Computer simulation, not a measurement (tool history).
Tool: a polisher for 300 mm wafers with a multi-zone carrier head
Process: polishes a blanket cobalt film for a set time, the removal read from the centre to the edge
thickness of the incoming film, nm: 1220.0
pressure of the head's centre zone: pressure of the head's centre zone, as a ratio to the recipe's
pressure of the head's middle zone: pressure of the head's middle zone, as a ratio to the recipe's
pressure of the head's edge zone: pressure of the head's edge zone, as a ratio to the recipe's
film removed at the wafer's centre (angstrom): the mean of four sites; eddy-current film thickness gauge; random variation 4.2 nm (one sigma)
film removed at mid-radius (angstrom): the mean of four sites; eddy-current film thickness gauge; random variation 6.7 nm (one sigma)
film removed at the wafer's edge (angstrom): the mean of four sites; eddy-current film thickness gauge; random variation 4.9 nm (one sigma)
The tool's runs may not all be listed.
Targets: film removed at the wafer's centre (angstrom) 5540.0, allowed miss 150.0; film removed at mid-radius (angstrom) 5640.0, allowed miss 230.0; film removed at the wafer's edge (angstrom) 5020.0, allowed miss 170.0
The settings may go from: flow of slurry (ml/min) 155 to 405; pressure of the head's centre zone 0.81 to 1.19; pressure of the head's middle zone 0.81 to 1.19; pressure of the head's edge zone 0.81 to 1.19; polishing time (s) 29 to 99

run	hour	flow of slurry (ml/min)	pressure of the head's centre zone	pressure of the head's middle zone	pressure of the head's edge zone	polishing time (s)	film removed at the wafer's centre (angstrom)	film removed at mid-radius (angstrom)	film removed at the wafer's edge (angstrom)
1	0.0	260	1.00	1.00	1.00	64	3893.7	3973.0	4028.7
2	7.5	275	1.04	1.04	1.02	67	4219.9	4280.6	4211.4
3	10.4	275	1.04	1.04	1.02	73	4630.8	4663.8	4665.5
4	14.2	285	1.07	1.07	1.02	74	4826.5	4858.9	4640.2
5	20.6	290	1.09	1.09	1.03	75	4975.3	4972.4	4707.5
6	21.9	290	1.13	1.09	1.03	75	5117.4	5111.8	4861.4
7	23.6	295	1.14	1.11	1.03	76	5361.5	5280.6	4782.7
8	27.1	295	1.14	1.12	1.04	77	5361.9	5272.6	4891.5
9	35.6	300	1.14	1.13	1.04	78	5410.7	5394.1	4993.8

Which of these 5 next moves meets every target?
A	44.1	380	1.19	1.02	1.02	76	?	?	?
B	44.1	330	1.14	1.16	1.02	79	?	?	?
C	44.1	290	1.15	1.05	0.99	80	?	?	?
D	44.1	285	1.11	1.07	1.08	77	?	?	?
E	44.1	380	1.11	1.15	1.08	73	?	?	?

move	film removed at the wafer's centre (angstrom)	film removed at mid-radius (angstrom)	film removed at the wafer's edge (angstrom)
A	5621.2	4911.2	4855.0
B	5540.0	5633.9	4992.3
C	5578.0	5175.1	4944.2
D	5179.2	5053.2	4958.5
E	5053.2	5228.2	4788.7
A: further off than the last run
B: meets every target
C: further off than the last run
D: further off than the last run
E: further off than the last run
Answer: B
